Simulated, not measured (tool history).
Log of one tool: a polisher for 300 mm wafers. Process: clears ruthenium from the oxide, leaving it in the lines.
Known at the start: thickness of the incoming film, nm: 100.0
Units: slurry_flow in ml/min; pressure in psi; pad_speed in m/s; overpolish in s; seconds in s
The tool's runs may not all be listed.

{"run": 1, "day": 0.0, "slurry_flow": 220, "pressure": 1.5, "pad_speed": 1.16, "overpolish": 9, "seconds": 118.87}
{"run": 2, "day": 0.025, "slurry_flow": 220, "pressure": 1.5, "pad_speed": 1.3, "overpolish": 9, "seconds": 110.48}
{"run": 3, "day": 0.246, "slurry_flow": 220, "pressure": 1.8, "pad_speed": 1.3, "overpolish": 9, "seconds": 89.838}
{"run": 4, "day": 0.467, "slurry_flow": 220, "pressure": 1.8, "pad_speed": 1.3, "overpolish": 9, "seconds": 89.616}
{"run": 5, "day": 0.829, "slurry_flow": 220, "pressure": 1.7, "pad_speed": 1.24, "overpolish": 9, "seconds": 99.432}
{"run": 6, "day": 1.042, "slurry_flow": 220, "pressure": 1.9, "pad_speed": 1.24, "overpolish": 9, "seconds": 88.394}
{"run": 7, "day": 1.221, "slurry_flow": 220, "pressure": 1.8, "pad_speed": 1.18, "overpolish": 9, "seconds": 98.509}
{"run": 8, "day": 1.588, "slurry_flow": 220, "pressure": 1.7, "pad_speed": 1.14, "overpolish": 9, "seconds": 109.89}
{"run": 9, "day": 1.908, "slurry_flow": 220, "pressure": 1.6, "pad_speed": 1.1, "overpolish": 9, "seconds": 115.12}

Run 10 has not been measured yet. What should we expect?
{"run": 10, "day": 2.071, "slurry_flow": 220, "pressure": 1.5, "pad_speed": 1.04, "overpolish": 9, "seconds": "?"}

Run 10 came out at seconds 134.53 s.

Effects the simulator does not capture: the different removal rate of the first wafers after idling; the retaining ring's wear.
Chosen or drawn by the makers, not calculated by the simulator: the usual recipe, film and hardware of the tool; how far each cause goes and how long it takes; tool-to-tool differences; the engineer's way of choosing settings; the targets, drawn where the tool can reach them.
